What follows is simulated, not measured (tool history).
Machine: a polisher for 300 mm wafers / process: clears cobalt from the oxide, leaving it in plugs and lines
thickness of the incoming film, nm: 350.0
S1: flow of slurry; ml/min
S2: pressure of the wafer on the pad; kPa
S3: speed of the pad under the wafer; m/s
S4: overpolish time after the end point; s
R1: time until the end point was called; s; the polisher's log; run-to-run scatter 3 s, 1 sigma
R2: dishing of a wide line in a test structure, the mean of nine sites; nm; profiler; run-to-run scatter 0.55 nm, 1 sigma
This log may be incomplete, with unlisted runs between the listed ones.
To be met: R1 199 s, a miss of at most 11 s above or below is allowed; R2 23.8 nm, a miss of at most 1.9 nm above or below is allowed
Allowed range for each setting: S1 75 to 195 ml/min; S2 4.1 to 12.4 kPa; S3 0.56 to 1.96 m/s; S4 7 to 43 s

Run 1, hour 0: S1 125 ml/min, S2 8.3 kPa, S3 1.26 m/s, S4 22 s. Result: R1 73.595 s, R2 42.841 nm.
Run 2, hour 4.8: S1 125 ml/min, S2 7.6 kPa, S3 1.18 m/s, S4 21 s. Result: R1 84.792 s, R2 40.279 nm.
Run 3, hour 8.3: S1 125 ml/min, S2 8.3 kPa, S3 1.18 m/s, S4 21 s. Result: R1 78.187 s, R2 41.198 nm.
Run 4, hour 12.1: S1 125 ml/min, S2 8.3 kPa, S3 1.34 m/s, S4 21 s. Result: R1 68.853 s, R2 42.029 nm.
Run 5, hour 18.3: S1 125 ml/min, S2 8.3 kPa, S3 1.34 m/s, S4 30 s. Result: R1 67.737 s, R2 47.216 nm.
Run 6, hour 27: S1 120 ml/min, S2 7.6 kPa, S3 1.26 m/s, S4 27 s. Result: R1 80.572 s, R2 45.739 nm.
Run 7, hour 29.1: S1 130 ml/min, S2 6.9 kPa, S3 1.16 m/s, S4 24 s. Result: R1 95.625 s, R2 39.985 nm.
Run 8, hour 35.4: S1 135 ml/min, S2 6.2 kPa, S3 1.1 m/s, S4 22 s. Result: R1 107.21 s, R2 35.905 nm.
Run 9, hour 44.3: S1 135 ml/min, S2 6.2 kPa, S3 1.04 m/s, S4 20 s. Result: R1 113.14 s, R2 31.652 nm.
Run 10, hour 46.5: S1 135 ml/min, S2 6.2 kPa, S3 1 m/s, S4 20 s. Result: R1 119.17 s, R2 31.622 nm.
Run 11, hour 52.5: S1 135 ml/min, S2 6.2 kPa, S3 0.96 m/s, S4 20 s. Result: R1 126.06 s, R2 31.985 nm.
Run 12, hour 53.7: S1 135 ml/min, S2 6.2 kPa, S3 0.94 m/s, S4 19 s. Result: R1 128.43 s, R2 30.467 nm.
Run 13, hour 57.4: S1 135 ml/min, S2 6.2 kPa, S3 0.92 m/s, S4 19 s. Result: R1 129.65 s, R2 29.82 nm.
Run 14, hour 63.4: S1 135 ml/min, S2 6.2 kPa, S3 0.9 m/s, S4 19 s. Result: R1 134.22 s, R2 29.101 nm.
Run 15, hour 70.1: S1 125 ml/min, S2 4.1 kPa, S3 0.72 m/s, S4 16 s. Result: R1 244.72 s, R2 16.222 nm.
Run 16, hour 76.6: S1 155 ml/min, S2 4.8 kPa, S3 0.7 m/s, S4 26 s. Result: R1 208.11 s, R2 26.735 nm.
Run 17, hour 82.1: S1 155 ml/min, S2 4.8 kPa, S3 0.7 m/s, S4 25 s. Result: R1 205.34 s, R2 26.496 nm.

Consider the 4 candidate settings below. Which is the only one whose results all fall within their allowed miss of target?
Run A, hour 87.6: S1 155 ml/min, S2 5.5 kPa, S3 0.62 m/s, S4 29 s. Result: R1 ?, R2 ?.
Run B, hour 87.6: S1 100 ml/min, S2 4.8 kPa, S3 0.82 m/s, S4 21 s. Result: R1 ?, R2 ?.
Run C, hour 87.6: S1 180 ml/min, S2 4.1 kPa, S3 0.84 m/s, S4 29 s. Result: R1 ?, R2 ?.
Run D, hour 87.6: S1 175 ml/min, S2 5.5 kPa, S3 0.6 m/s, S4 27 s. Result: R1 ?, R2 ?.

move      R1      R2
   A  207.53  29.484
   B  199.73  24.058
   C  199.49  30.258
   D  209.76  27.897
A: further off than the last run
B: in spec on every target
C: further off than the last run
D: further off than the last run
The right move is B.
